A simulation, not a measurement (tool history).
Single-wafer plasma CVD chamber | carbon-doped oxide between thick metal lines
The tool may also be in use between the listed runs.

run  hour  heater temperature setpoint (K)  chamber pressure (mTorr)  RF power (W)  deposition time (s)  mean film thickness on the monitor wafer (angstrom)
  1     0                           603.15                      5100           625                  111                                                 6468
  2   4.4                           603.15                      5100           625                  106                                                 6246
  3   9.6                           603.15                      5100           625                  106                                               6184.8
  4  16.1                           604.15                      4970           620                  106                                               6125.2
  5  22.7                           604.15                      4970           620                  111                                               6392.5
  6  29.5                           611.15                      4970           620                  111                                               6305.5

Predict the results of run 7:
  7    37                           611.15                      4860           610                  111                                                    ?

Run 7 yielded mean film thickness on the monitor wafer (angstrom) 6225.4.
